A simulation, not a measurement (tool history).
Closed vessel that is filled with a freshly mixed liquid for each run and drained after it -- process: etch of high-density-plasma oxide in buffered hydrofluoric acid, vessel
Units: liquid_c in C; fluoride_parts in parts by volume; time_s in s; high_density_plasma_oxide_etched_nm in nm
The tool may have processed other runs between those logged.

run,day,liquid_c,fluoride_parts,time_s,high_density_plasma_oxide_etched_nm
1,0,23,19.5,30,37.734
2,0.267,23,19.5,30,37.807
3,0.379,24,18,30,43.242
4,0.408,25,17,30,48.057
5,0.533,25,17,30,49.227
6,0.871,26,16.5,30,51.814
7,1.242,27,15.5,30,59.302

Estimate the outcome of run 8 from the log above:
8,1.596,27.5,15,30,?

high_density_plasma_oxide_etched_nm: 61.728 nm
